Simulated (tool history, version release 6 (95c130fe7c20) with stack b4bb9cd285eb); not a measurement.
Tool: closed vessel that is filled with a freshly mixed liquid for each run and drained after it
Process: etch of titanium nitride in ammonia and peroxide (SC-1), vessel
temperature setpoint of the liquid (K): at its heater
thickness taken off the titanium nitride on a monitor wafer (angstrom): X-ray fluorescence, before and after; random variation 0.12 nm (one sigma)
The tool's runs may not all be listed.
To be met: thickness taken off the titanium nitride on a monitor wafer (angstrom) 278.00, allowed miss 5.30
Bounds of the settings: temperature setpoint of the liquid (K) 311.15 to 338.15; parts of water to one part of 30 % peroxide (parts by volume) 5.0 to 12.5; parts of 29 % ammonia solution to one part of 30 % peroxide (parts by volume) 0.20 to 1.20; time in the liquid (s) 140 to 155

run  hour  temperature setpoint of the liquid (K)  parts of water to one part of 30 % peroxide (parts by volume)  parts of 29 % ammonia solution to one part of 30 % peroxide (parts by volume)  time in the liquid (s)  thickness taken off the titanium nitride on a monitor wafer (angstrom)
  1   0.0                                  322.15                                                            7.0                                                                           0.70                     140                                                                  192.59
  2   0.6                                  322.15                                                            7.0                                                                           0.45                     140                                                                  179.43
  3   8.6                                  322.15                                                            8.0                                                                           0.45                     140                                                                  167.12
  4  13.4                                  322.15                                                            9.0                                                                           0.45                     140                                                                  158.47
  5  17.1                                  322.15                                                            9.0                                                                           0.45                     155                                                                  174.24
  6  19.3                                  322.15                                                            9.0                                                                           0.20                     155                                                                  150.44
  7  24.7                                  324.65                                                            9.0                                                                           0.20                     155                                                                  178.05
  8  29.0                                  332.65                                                            9.0                                                                           0.20                     155                                                                  307.74
  9  32.1                                  332.15                                                            9.0                                                                           0.20                     155                                                                  295.56
 10  33.3                                  332.15                                                            9.0                                                                           0.20                     155                                                                  296.17
 11  37.6                                  331.65                                                            9.0                                                                           0.20                     155                                                                  289.38

5 next moves are on the table. One of them brings every result within its allowed miss. Which?
  A  41.9                                  332.15                                                           10.5                                                                           0.40                     155                                                                       ?
  B  41.9                                  331.15                                                            8.5                                                                           0.25                     155                                                                       ?
  C  41.9                                  332.15                                                            9.0                                                                           0.25                     155                                                                       ?
  D  41.9                                  333.65                                                           11.0                                                                           0.35                     140                                                                       ?
  E  41.9                                  330.65                                                            9.5                                                                           0.50                     140                                                                       ?

move  thickness taken off the titanium nitride on a monitor wafer (angstrom)
   A                                                                  310.94
   B                                                                  298.57
   C                                                                  309.56
   D                                                                  295.10
   E                                                                  278.73
A: further off than the last run
B: further off than the last run
C: further off than the last run
D: further off than the last run
E: meets every target
Move E is the one to make.

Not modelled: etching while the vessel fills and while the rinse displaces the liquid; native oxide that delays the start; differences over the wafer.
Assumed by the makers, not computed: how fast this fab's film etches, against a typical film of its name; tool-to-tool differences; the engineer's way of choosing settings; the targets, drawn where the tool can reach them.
